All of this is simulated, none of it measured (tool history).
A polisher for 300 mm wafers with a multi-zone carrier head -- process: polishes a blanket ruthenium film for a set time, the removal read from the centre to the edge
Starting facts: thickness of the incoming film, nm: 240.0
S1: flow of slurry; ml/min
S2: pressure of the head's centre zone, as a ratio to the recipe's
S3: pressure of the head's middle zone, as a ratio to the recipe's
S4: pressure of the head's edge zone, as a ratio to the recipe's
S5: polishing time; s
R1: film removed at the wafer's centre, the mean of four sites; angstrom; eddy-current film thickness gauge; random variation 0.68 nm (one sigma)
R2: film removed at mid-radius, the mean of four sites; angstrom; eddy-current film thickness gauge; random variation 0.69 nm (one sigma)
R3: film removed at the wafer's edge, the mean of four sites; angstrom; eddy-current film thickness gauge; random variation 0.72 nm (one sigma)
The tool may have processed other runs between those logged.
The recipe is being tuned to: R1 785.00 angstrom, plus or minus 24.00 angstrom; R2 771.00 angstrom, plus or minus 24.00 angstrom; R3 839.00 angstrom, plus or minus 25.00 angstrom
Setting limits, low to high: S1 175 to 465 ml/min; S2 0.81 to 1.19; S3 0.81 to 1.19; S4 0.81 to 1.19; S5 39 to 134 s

| run | hour | S1 | S2 | S3 | S4 | S5 | R1 | R2 | R3 |
|---|---|---|---|---|---|---|---|---|---|
| 1 | 0.0 | 295 | 1.00 | 1.00 | 1.00 | 86 | 579.47 | 612.92 | 602.10 |
| 2 | 1.0 | 295 | 1.00 | 1.00 | 1.06 | 86 | 598.89 | 609.40 | 611.99 |
| 3 | 7.3 | 295 | 1.00 | 1.00 | 1.10 | 86 | 586.16 | 617.44 | 612.54 |
| 4 | 10.2 | 295 | 1.00 | 1.00 | 1.15 | 86 | 575.36 | 616.36 | 620.18 |
| 5 | 12.2 | 295 | 1.00 | 0.99 | 1.15 | 89 | 603.69 | 628.69 | 652.69 |
| 6 | 20.4 | 370 | 1.00 | 0.99 | 1.15 | 89 | 622.20 | 632.46 | 645.79 |
| 7 | 28.1 | 365 | 1.00 | 0.98 | 1.15 | 92 | 637.50 | 655.79 | 683.06 |
| 8 | 36.1 | 365 | 1.00 | 0.98 | 1.15 | 94 | 650.85 | 671.41 | 688.10 |
| 9 | 37.8 | 360 | 1.00 | 0.97 | 1.15 | 96 | 665.28 | 681.42 | 704.25 |
| 10 | 39.3 | 355 | 1.00 | 0.96 | 1.15 | 98 | 688.01 | 686.33 | 719.36 |
| 11 | 43.5 | 350 | 1.00 | 0.96 | 1.15 | 100 | 693.80 | 700.28 | 733.63 |
| 12 | 44.3 | 350 | 1.00 | 0.96 | 1.15 | 102 | 716.35 | 706.27 | 742.19 |
| 13 | 48.8 | 350 | 1.00 | 0.96 | 1.15 | 103 | 723.32 | 705.20 | 758.37 |

Of the 4 settings listed for the next run, only one would bring every result within its allowed miss of target. Which one?
| A | 53.3 | 235 | 1.01 | 0.94 | 1.19 | 117 | ? | ? | ? |
| B | 53.3 | 265 | 0.82 | 0.83 | 1.19 | 125 | ? | ? | ? |
| C | 53.3 | 345 | 1.03 | 0.88 | 1.08 | 109 | ? | ? | ? |
| D | 53.3 | 230 | 1.03 | 0.94 | 1.18 | 96 | ? | ? | ? |

| move | R1 | R2 | R3 |
|---|---|---|---|
| A | 780.61 | 769.13 | 845.10 |
| B | 742.76 | 751.37 | 912.96 |
| C | 766.71 | 703.70 | 786.86 |
| D | 646.93 | 629.51 | 690.34 |
A: meets every target
B: pushes the last run's worst result past its target
C: nearer than the last run, and not there yet
D: lands further from the targets than the last run did
Move A is the one to make.

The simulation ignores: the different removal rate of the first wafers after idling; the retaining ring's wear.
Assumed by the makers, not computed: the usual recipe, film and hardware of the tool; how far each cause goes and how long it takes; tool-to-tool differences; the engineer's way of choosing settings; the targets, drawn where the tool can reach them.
